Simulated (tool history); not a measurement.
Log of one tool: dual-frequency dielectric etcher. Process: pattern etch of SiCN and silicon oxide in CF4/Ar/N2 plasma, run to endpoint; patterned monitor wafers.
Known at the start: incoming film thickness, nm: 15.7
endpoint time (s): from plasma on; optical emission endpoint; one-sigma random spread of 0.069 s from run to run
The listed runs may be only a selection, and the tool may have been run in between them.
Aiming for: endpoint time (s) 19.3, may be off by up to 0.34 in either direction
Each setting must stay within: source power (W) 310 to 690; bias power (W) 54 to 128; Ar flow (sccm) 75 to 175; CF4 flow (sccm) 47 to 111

run,hour,source power (W),bias power (W),Ar flow (sccm),CF4 flow (sccm),endpoint time (s)
1,0,500,91,125,79,16.398
2,7.2,490,91,125,79,16.83
3,15,480,91,125,79,17.134
4,17.3,480,91,125,66,17.612
5,18.2,420,91,125,66,20.52
6,23.2,340,91,125,66,26.972
7,26.9,360,91,125,66,24.971
8,33.2,360,91,125,66,24.924
9,38.6,370,91,125,66,24.149
10,45.4,380,91,125,66,23.155
11,47,390,91,125,66,22.69
12,55.7,400,91,125,66,21.82
13,64.3,410,91,125,66,21.318
14,65.9,470,92,125,66,17.968
15,69,460,92,125,66,18.619

Which of these 5 next moves meets every target?
A,72.1,480,83,104,63,?
B,72.1,440,88,122,76,?
C,72.1,460,98,117,66,?
D,72.1,480,86,136,67,?
E,72.1,490,80,152,47,?

move,endpoint time (s)
A,18.318
B,19.359
C,17.779
D,18.36
E,20.357
A: moves away from the targets compared with the last run
B: all results in spec
C: moves away from the targets compared with the last run
D: moves away from the targets compared with the last run
E: takes the biggest miss from the last run beyond its target
The move that meets every target is B.

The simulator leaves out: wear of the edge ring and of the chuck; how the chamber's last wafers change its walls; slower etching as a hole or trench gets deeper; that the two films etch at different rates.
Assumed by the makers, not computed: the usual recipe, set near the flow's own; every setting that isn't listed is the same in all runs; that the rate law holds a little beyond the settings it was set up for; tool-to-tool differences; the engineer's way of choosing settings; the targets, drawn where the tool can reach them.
